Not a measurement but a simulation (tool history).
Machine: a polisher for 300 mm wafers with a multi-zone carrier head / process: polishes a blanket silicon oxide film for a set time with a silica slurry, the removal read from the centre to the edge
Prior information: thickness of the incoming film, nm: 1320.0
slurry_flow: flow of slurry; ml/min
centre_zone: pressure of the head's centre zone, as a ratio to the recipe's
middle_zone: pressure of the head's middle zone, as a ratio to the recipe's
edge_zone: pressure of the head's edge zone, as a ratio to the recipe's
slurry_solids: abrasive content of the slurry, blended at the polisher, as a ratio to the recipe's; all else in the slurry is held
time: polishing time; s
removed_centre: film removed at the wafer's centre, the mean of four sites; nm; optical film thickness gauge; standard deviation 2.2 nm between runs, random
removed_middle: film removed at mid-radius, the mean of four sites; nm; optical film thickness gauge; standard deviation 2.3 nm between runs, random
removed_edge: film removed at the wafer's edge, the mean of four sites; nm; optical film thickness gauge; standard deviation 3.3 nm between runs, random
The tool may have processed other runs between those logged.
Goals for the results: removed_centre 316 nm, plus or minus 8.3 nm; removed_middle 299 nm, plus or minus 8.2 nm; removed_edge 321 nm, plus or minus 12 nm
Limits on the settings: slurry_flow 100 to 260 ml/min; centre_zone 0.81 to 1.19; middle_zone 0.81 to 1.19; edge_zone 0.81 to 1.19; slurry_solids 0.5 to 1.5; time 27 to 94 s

Run 1, hour 0: slurry_flow 165 ml/min, centre_zone 1, middle_zone 1, edge_zone 1, slurry_solids 1, time 60 s. Result: removed_centre 213.84 nm, removed_middle 210.2 nm, removed_edge 219.4 nm.
Run 2, hour 6.7: slurry_flow 165 ml/min, centre_zone 1, middle_zone 1, edge_zone 1, slurry_solids 1, time 48 s. Result: removed_centre 171.27 nm, removed_middle 165.19 nm, removed_edge 176.24 nm.
Run 3, hour 15.7: slurry_flow 165 ml/min, centre_zone 1, middle_zone 0.93, edge_zone 1, slurry_solids 1, time 48 s. Result: removed_centre 172.26 nm, removed_middle 156.35 nm, removed_edge 175.25 nm.
Run 4, hour 20.5: slurry_flow 170 ml/min, centre_zone 1.01, middle_zone 0.95, edge_zone 1.02, slurry_solids 1.05, time 50 s. Result: removed_centre 184.9 nm, removed_middle 167.23 nm, removed_edge 184.31 nm.
Run 5, hour 25.1: slurry_flow 170 ml/min, centre_zone 1.01, middle_zone 0.95, edge_zone 1.02, slurry_solids 1.05, time 62 s. Result: removed_centre 225.06 nm, removed_middle 209.54 nm, removed_edge 234.77 nm.
Run 6, hour 30.2: slurry_flow 175 ml/min, centre_zone 1.02, middle_zone 0.97, edge_zone 1.04, slurry_solids 1.1, time 63 s. Result: removed_centre 239.13 nm, removed_middle 219.49 nm, removed_edge 240.38 nm.
Run 7, hour 32.6: slurry_flow 170 ml/min, centre_zone 1.02, middle_zone 0.98, edge_zone 1.05, slurry_solids 1.15, time 64 s. Result: removed_centre 245.47 nm, removed_middle 228.99 nm, removed_edge 252.05 nm.
At hour 34.7: worn pad replaced by a new one.
Run 8, hour 34.7: slurry_flow 170 ml/min, centre_zone 1.03, middle_zone 0.99, edge_zone 1.06, slurry_solids 1.2, time 65 s. Result: removed_centre 295.43 nm, removed_middle 272.21 nm, removed_edge 300.49 nm.
Run 9, hour 39.6: slurry_flow 220 ml/min, centre_zone 1.02, middle_zone 1.03, edge_zone 1.09, slurry_solids 1.2, time 65 s. Result: removed_centre 308.34 nm, removed_middle 297.01 nm, removed_edge 307.11 nm.
Run 10, hour 45.7: slurry_flow 220 ml/min, centre_zone 1.02, middle_zone 1.03, edge_zone 1.1, slurry_solids 1.2, time 65 s. Result: removed_centre 306.63 nm, removed_middle 297.61 nm, removed_edge 320.67 nm.

Pick the move, out of 4, that brings all results within their allowed miss; only one does.
Run A, hour 51.8: slurry_flow 210 ml/min, centre_zone 1.05, middle_zone 1.02, edge_zone 1.1, slurry_solids 1.25, time 65 s. Result: removed_centre ?, removed_middle ?, removed_edge ?.
Run B, hour 51.8: slurry_flow 225 ml/min, centre_zone 0.91, middle_zone 1, edge_zone 1.1, slurry_solids 0.9, time 75 s. Result: removed_centre ?, removed_middle ?, removed_edge ?.
Run C, hour 51.8: slurry_flow 215 ml/min, centre_zone 0.94, middle_zone 1.03, edge_zone 1.17, slurry_solids 1.05, time 68 s. Result: removed_centre ?, removed_middle ?, removed_edge ?.
Run D, hour 51.8: slurry_flow 215 ml/min, centre_zone 0.93, middle_zone 1.01, edge_zone 1.19, slurry_solids 1.15, time 68 s. Result: removed_centre ?, removed_middle ?, removed_edge ?.

move  removed_centre  removed_middle  removed_edge
   A          317.31          294.35        314.05
   B           295.6          297.82        322.31
   C          289.14          292.19        317.34
   D           296.9          297.32        330.92
A: all results in spec
B: further off than the last run
C: further off than the last run
D: further off than the last run
So the answer is move A, the one that meets all the targets.
